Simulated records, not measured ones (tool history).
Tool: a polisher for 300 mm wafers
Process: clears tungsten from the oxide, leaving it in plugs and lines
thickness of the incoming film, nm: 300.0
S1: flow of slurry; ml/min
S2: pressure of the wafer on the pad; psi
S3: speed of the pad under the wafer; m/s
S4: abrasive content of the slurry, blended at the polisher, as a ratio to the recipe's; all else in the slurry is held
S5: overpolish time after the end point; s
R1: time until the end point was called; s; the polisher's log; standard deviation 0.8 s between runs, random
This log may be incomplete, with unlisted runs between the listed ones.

run	hour	S1	S2	S3	S4	S5	R1
1	0.0	170	4.6	0.94	1.00	37	60.643
2	6.4	165	4.3	0.94	1.00	37	64.946
3	12.5	165	4.1	0.94	1.00	37	66.655
4	16.5	165	3.9	0.94	1.00	37	71.853
5	25.2	165	3.8	0.94	1.00	37	72.687
6	26.5	165	3.8	0.94	1.15	37	69.806
# hour 31.9: slurry nozzle cleaned
7	31.9	165	3.7	0.94	1.15	37	68.039

What does the tool deliver on the next run?
8	37.4	160	3.6	0.94	1.15	37	?

R1: 70.685 s
